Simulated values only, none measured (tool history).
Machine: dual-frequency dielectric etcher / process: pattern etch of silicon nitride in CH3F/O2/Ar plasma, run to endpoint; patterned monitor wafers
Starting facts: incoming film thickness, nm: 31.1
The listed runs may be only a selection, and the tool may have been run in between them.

Run 1, day 0: source power (kW) 0.52, bias power (kW) 0.094. Result: endpoint time (s) 34.173.
Run 2, day 0.354: source power (kW) 0.56, bias power (kW) 0.099. Result: endpoint time (s) 32.448.
Run 3, day 0.383: source power (kW) 0.56, bias power (kW) 0.091. Result: endpoint time (s) 33.806.
Run 4, day 0.554: source power (kW) 0.56, bias power (kW) 0.079. Result: endpoint time (s) 35.043.
Run 5, day 0.608: source power (kW) 0.6, bias power (kW) 0.086. Result: endpoint time (s) 33.406.
Run 6, day 0.871: source power (kW) 0.6, bias power (kW) 0.078. Result: endpoint time (s) 34.629.
Run 7, day 1.029: source power (kW) 0.63, bias power (kW) 0.086. Result: endpoint time (s) 32.867.
Run 8, day 1.392: source power (kW) 0.65, bias power (kW) 0.092. Result: endpoint time (s) 31.746.

What does the tool deliver on the next run?
Run 9, day 1.725: source power (kW) 0.67, bias power (kW) 0.097. Result: endpoint time (s) ?.

{"run 9": {"endpoint time (s)": 30.317}}
